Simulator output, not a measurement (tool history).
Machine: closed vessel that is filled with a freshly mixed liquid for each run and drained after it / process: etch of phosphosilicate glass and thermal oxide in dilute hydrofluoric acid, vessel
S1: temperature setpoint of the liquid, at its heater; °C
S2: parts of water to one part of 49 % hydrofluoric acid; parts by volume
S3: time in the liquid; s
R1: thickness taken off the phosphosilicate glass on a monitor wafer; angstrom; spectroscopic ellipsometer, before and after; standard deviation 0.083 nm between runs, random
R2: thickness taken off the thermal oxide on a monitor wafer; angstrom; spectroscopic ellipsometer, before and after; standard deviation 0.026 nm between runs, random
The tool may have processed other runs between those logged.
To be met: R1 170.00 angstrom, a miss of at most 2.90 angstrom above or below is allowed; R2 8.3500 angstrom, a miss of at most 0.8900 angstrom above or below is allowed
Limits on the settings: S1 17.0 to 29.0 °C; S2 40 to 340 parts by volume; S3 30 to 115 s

run,hour,S1,S2,S3,R1,R2
1,0.0,21.0,190,60,252.15,13.3270
2,6.2,21.0,160,60,309.96,15.0900
3,8.1,20.5,170,60,283.78,13.7250
4,9.5,20.5,170,40,189.40,9.4415
5,18.5,20.0,170,40,184.75,8.9299
6,19.7,20.0,170,60,279.75,13.7220
7,28.7,19.5,180,60,256.04,12.7660
8,33.1,19.0,190,60,236.16,11.7860
9,34.3,18.5,195,60,223.65,10.6400

Exercise: of the 5 proposed moves below, exactly one satisfies all targets within the stated allowed misses. Which move is it?
A,35.5,17.0,160,40,?,?
B,35.5,17.0,210,55,?,?
C,35.5,17.0,215,50,?,?
D,35.5,21.5,230,50,?,?
E,35.5,17.0,170,65,?,?

move,R1,R2
A,174.80,8.0221
B,174.80,8.0219
C,154.51,7.0909
D,169.30,7.7694
E,264.81,12.1530
A: an improvement on the last run, though not all results are within tolerance
B: an improvement on the last run, though not all results are within tolerance
C: pushes the last run's worst result past its target
D: every result within its allowed miss
E: the biggest miss grows against the last run
The right move is D.
